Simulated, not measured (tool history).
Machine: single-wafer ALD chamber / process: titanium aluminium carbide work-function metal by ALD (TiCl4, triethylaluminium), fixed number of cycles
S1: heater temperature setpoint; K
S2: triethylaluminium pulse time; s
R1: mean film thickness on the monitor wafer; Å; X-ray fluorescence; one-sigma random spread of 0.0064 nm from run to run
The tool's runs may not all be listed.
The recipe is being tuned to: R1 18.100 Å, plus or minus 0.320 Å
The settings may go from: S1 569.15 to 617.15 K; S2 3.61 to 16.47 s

{"run": 1, "hour": 0.0, "S1": 593.15, "S2": 10.04, "R1": 24.135}
{"run": 2, "hour": 6.3, "S1": 589.15, "S2": 9.07, "R1": 23.269}
{"run": 3, "hour": 8.6, "S1": 586.15, "S2": 8.24, "R1": 22.338}
{"run": 4, "hour": 16.5, "S1": 583.15, "S2": 7.54, "R1": 21.234}
{"run": 5, "hour": 19.5, "S1": 581.15, "S2": 7.18, "R1": 20.539}
{"run": 6, "hour": 26.0, "S1": 591.15, "S2": 7.18, "R1": 21.192}
{"run": 7, "hour": 34.1, "S1": 590.15, "S2": 6.69, "R1": 20.348}
{"run": 8, "hour": 39.9, "S1": 578.15, "S2": 5.82, "R1": 17.019}
{"run": 9, "hour": 42.9, "S1": 579.15, "S2": 5.83, "R1": 17.016}
{"run": 10, "hour": 49.7, "S1": 580.15, "S2": 5.84, "R1": 17.222}
{"run": 11, "hour": 54.1, "S1": 581.15, "S2": 5.85, "R1": 17.456}
{"run": 12, "hour": 55.4, "S1": 582.15, "S2": 5.86, "R1": 17.39}
{"run": 13, "hour": 62.8, "S1": 583.15, "S2": 5.87, "R1": 17.552}
{"run": 14, "hour": 65.1, "S1": 584.15, "S2": 5.88, "R1": 17.612}
{"run": 15, "hour": 70.5, "S1": 585.15, "S2": 5.89, "R1": 17.695}
{"run": 16, "hour": 73.1, "S1": 590.15, "S2": 6.44, "R1": 19.591}
{"run": 17, "hour": 78.8, "S1": 589.15, "S2": 6.42, "R1": 19.503}
{"run": 18, "hour": 84.9, "S1": 577.15, "S2": 4.59, "R1": 11.048}
{"run": 19, "hour": 86.2, "S1": 581.15, "S2": 4.6, "R1": 11.327}
{"run": 20, "hour": 88.6, "S1": 581.15, "S2": 4.9, "R1": 13.172}
{"run": 21, "hour": 91.7, "S1": 586.15, "S2": 5.02, "R1": 14.121}

Next run, 4 choices. One meets every target within its allowed miss, the rest don't. Which?
{"run": "A", "hour": 94.8, "S1": 580.15, "S2": 6.17, "R1": "?"}
{"run": "B", "hour": 94.8, "S1": 585.15, "S2": 7.24, "R1": "?"}
{"run": "C", "hour": 94.8, "S1": 585.15, "S2": 6.37, "R1": "?"}
{"run": "D", "hour": 94.8, "S1": 593.15, "S2": 5.62, "R1": "?"}

move=A R1=18.196
move=B R1=20.916
move=C R1=19.085
move=D R1=17.180
A: in spec on every target
B: pushes the last run's worst result past its target
C: pushes the last run's worst result past its target
D: closer than the last run, but not yet in spec
Correct choice: A, which meets every target
